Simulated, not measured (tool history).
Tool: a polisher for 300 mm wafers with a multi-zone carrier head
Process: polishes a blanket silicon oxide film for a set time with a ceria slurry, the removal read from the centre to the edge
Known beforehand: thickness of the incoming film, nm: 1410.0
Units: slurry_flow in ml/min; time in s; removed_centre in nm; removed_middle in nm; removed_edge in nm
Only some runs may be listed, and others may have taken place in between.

run,hour,slurry_flow,centre_zone,middle_zone,edge_zone,time,removed_centre,removed_middle,removed_edge
1,0.0,190,1.00,1.00,1.00,44,169.58,169.26,169.46
2,7.3,190,1.04,1.00,1.00,44,179.17,166.95,167.82
3,11.2,190,1.04,0.95,1.00,44,178.89,160.97,164.85
4,15.1,200,1.03,0.99,1.03,45,183.32,174.93,179.63
5,23.8,215,1.02,1.01,1.04,45,183.60,177.23,180.33
6,25.5,215,1.02,1.01,1.04,38,153.00,149.25,148.03
7,26.2,215,1.02,1.04,1.07,41,163.07,165.04,160.97
8,29.7,220,1.01,1.04,1.08,43,167.43,173.69,172.16
9,34.1,225,1.01,1.05,1.10,45,181.96,180.07,184.13

Run 10 is up next; what results do you expect?
10,35.3,230,1.00,1.07,1.11,46,?,?,?

removed_centre: 182.42 nm
removed_middle: 187.14 nm
removed_edge: 186.18 nm

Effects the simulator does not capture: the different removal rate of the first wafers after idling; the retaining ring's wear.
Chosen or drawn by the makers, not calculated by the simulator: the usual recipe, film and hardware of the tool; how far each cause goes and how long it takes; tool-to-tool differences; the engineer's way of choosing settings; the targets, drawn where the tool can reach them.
